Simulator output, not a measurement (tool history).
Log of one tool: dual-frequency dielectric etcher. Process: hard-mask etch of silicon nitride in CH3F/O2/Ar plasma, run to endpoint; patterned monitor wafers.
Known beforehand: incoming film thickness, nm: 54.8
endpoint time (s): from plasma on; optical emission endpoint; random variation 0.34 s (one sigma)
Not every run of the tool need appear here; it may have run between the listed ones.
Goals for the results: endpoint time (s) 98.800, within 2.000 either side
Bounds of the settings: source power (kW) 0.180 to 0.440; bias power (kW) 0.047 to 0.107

run,day,source power (kW),bias power (kW),endpoint time (s)
1,0.000,0.310,0.077,88.049
2,0.188,0.360,0.077,83.276
3,0.517,0.380,0.077,81.053
4,0.767,0.340,0.075,85.028
5,0.804,0.340,0.064,89.076
6,0.888,0.320,0.063,91.579
7,0.988,0.300,0.062,94.449
8,1.333,0.290,0.061,96.706

Consider the 4 candidate settings below. Which is the only one whose results all fall within their allowed miss of target?
A,1.679,0.310,0.061,?
B,1.679,0.300,0.070,?
C,1.679,0.320,0.064,?
D,1.679,0.310,0.049,?

move,endpoint time (s)
A,93.048
B,91.093
C,90.755
D,97.918
A: further off than the last run
B: further off than the last run
C: further off than the last run
D: each result inside its tolerance
The right move is D.
